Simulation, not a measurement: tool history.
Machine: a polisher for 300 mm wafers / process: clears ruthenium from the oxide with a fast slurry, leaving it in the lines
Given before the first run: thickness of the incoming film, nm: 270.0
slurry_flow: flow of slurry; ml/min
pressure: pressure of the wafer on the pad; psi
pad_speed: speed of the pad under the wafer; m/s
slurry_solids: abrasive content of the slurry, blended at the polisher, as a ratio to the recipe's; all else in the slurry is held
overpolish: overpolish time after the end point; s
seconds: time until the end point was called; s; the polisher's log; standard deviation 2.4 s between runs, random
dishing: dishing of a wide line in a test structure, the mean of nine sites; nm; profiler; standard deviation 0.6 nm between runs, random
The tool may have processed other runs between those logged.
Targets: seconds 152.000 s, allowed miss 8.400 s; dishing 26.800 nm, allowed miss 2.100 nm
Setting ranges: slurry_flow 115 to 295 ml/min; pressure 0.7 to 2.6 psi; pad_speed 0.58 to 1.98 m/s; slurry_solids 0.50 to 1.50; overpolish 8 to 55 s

run,hour,slurry_flow,pressure,pad_speed,slurry_solids,overpolish,seconds,dishing
1,0.0,190,1.6,1.28,1.00,28,79.289,59.764
2,4.6,190,1.4,1.22,1.00,24,89.411,49.435
3,10.9,230,1.4,1.22,1.00,24,89.292,48.716
4,19.2,230,1.2,1.14,1.00,22,111.160,38.006
5,25.1,230,0.8,1.14,1.00,22,165.710,28.225
6,31.5,230,0.8,1.14,1.00,14,160.060,18.438
7,37.6,230,0.8,1.14,1.00,16,160.960,20.841
8,45.7,230,0.8,1.14,1.00,17,163.940,21.913

Pick the move, out of 4, that brings all results within their allowed miss; only one does.
A,53.8,160,1.2,0.80,0.85,18,?,?
B,53.8,250,1.0,0.82,1.05,23,?,?
C,53.8,190,0.7,1.24,0.95,20,?,?
D,53.8,275,1.0,0.90,1.15,21,?,?

move,seconds,dishing
A,175.110,21.463
B,177.310,26.489
C,178.910,23.168
D,155.150,27.512
A: misses by more than the last run did
B: brings the result that was furthest off to its target, and leaves another outside
C: misses by more than the last run did
D: every result lands within tolerance
Answer: D

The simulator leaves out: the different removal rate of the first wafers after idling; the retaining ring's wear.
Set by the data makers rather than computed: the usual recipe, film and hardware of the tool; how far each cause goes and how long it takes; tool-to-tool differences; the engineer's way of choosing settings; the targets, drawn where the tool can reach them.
